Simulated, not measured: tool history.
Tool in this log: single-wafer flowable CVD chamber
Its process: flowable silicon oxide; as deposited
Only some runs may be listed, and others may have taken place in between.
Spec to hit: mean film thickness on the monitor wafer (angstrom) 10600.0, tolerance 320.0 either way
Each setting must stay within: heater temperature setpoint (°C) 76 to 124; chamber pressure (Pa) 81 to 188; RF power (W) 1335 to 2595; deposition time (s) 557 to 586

run,hour,heater temperature setpoint (°C),chamber pressure (Pa),RF power (W),deposition time (s),mean film thickness on the monitor wafer (angstrom)
1,0.0,100,135,1965,586,5341.2
2,0.8,91,135,1965,586,7247.6
3,2.6,91,157,1965,586,8368.2
4,11.8,90,157,1965,586,8661.9
5,20.0,89,157,1965,586,8957.7
6,24.0,88,157,1965,586,9215.8
7,26.4,87,157,1965,586,9468.0
8,32.3,86,157,1965,586,9815.1
9,35.8,85,157,1965,586,10017.0

Which single option among these 5 for the next run brings every result within its allowed miss of target? Just one does.
A,39.3,82,161,1915,557,?
B,39.3,87,160,2375,586,?
C,39.3,84,171,2050,586,?
D,39.3,88,169,1915,561,?
E,39.3,85,157,1955,564,?

move,mean film thickness on the monitor wafer (angstrom)
A,10752.0
B,9905.0
C,11310.0
D,9387.2
E,9713.7
A: meets every target
B: further off than the last run
C: takes the biggest miss from the last run beyond its target
D: further off than the last run
E: further off than the last run
The move that meets every target is A.

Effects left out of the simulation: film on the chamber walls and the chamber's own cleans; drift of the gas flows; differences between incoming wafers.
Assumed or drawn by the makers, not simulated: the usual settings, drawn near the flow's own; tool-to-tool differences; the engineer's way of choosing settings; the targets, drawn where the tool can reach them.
